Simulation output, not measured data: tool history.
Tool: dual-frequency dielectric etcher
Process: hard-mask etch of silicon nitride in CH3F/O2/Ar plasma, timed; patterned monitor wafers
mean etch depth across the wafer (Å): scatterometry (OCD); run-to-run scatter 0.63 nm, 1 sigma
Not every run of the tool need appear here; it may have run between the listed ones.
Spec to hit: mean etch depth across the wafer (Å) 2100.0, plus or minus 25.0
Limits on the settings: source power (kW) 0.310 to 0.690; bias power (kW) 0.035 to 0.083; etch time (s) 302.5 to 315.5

| run | hour | source power (kW) | bias power (kW) | etch time (s) | mean etch depth across the wafer (Å) |
|---|---|---|---|---|---|
| 1 | 0.0 | 0.500 | 0.059 | 302.5 | 2241.2 |
| 2 | 1.4 | 0.500 | 0.059 | 302.5 | 2245.5 |
| 3 | 8.8 | 0.500 | 0.059 | 315.5 | 2324.0 |
| 4 | 15.3 | 0.500 | 0.050 | 315.5 | 2192.8 |
| 5 | 18.1 | 0.460 | 0.050 | 315.5 | 2149.7 |
| 6 | 21.6 | 0.520 | 0.050 | 315.5 | 2217.3 |
| 7 | 28.5 | 0.500 | 0.050 | 315.5 | 2197.6 |
| 8 | 32.4 | 0.490 | 0.050 | 315.5 | 2186.0 |

Exactly one of the 4 candidate moves below puts every result within its allowed miss. Which one?
| A | 36.3 | 0.460 | 0.050 | 314.5 | ? |
| B | 36.3 | 0.520 | 0.054 | 314.5 | ? |
| C | 36.3 | 0.500 | 0.050 | 310.0 | ? |
| D | 36.3 | 0.550 | 0.044 | 308.5 | ? |

| move | mean etch depth across the wafer (Å) |
|---|---|
| A | 2145.3 |
| B | 2279.7 |
| C | 2162.2 |
| D | 2111.0 |
A: nearer the targets than the last run, but a result is still out of spec
B: the biggest miss grows against the last run
C: nearer the targets than the last run, but a result is still out of spec
D: hits every target within its allowed miss
D is the move that brings every result within its allowed miss.
